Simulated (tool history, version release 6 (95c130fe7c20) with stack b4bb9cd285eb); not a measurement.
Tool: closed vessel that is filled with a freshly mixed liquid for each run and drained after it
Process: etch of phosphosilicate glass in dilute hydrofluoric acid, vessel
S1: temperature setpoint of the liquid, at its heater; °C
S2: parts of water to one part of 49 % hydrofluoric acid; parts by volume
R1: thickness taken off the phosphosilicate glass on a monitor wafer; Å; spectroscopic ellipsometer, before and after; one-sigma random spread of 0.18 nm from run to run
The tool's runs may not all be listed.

Run 1, day 0: S1 22 °C, S2 195 parts by volume, time in the liquid (s) 95. Result: R1 704.62 Å.
Run 2, day 0.192: S1 22 °C, S2 195 parts by volume, time in the liquid (s) 95. Result: R1 704.01 Å.
Run 3, day 0.433: S1 25 °C, S2 195 parts by volume, time in the liquid (s) 95. Result: R1 790.34 Å.
Run 4, day 0.471: S1 25 °C, S2 195 parts by volume, time in the liquid (s) 95. Result: R1 790.15 Å.
Run 5, day 0.667: S1 25 °C, S2 260 parts by volume, time in the liquid (s) 95. Result: R1 551.29 Å.
Run 6, day 0.8: S1 25 °C, S2 260 parts by volume, time in the liquid (s) 95. Result: R1 556.59 Å.
Run 7, day 1.133: S1 23.5 °C, S2 265 parts by volume, time in the liquid (s) 95. Result: R1 510.5 Å.
Run 8, day 1.262: S1 22.5 °C, S2 270 parts by volume, time in the liquid (s) 95. Result: R1 483.09 Å.
Run 9, day 1.475: S1 21.5 °C, S2 275 parts by volume, time in the liquid (s) 95. Result: R1 452.04 Å.
Run 10, day 1.838: S1 20.5 °C, S2 275 parts by volume, time in the liquid (s) 95. Result: R1 442.67 Å.
Run 11, day 2.196: S1 20 °C, S2 280 parts by volume, time in the liquid (s) 95. Result: R1 418.43 Å.
Run 12, day 2.362: S1 19.5 °C, S2 280 parts by volume, time in the liquid (s) 95. Result: R1 412.7 Å.

What does the tool deliver on the next run?
Run 13, day 2.454: S1 19 °C, S2 280 parts by volume, time in the liquid (s) 95. Result: R1 ?.

{"run 13": {"R1": 403.97}}

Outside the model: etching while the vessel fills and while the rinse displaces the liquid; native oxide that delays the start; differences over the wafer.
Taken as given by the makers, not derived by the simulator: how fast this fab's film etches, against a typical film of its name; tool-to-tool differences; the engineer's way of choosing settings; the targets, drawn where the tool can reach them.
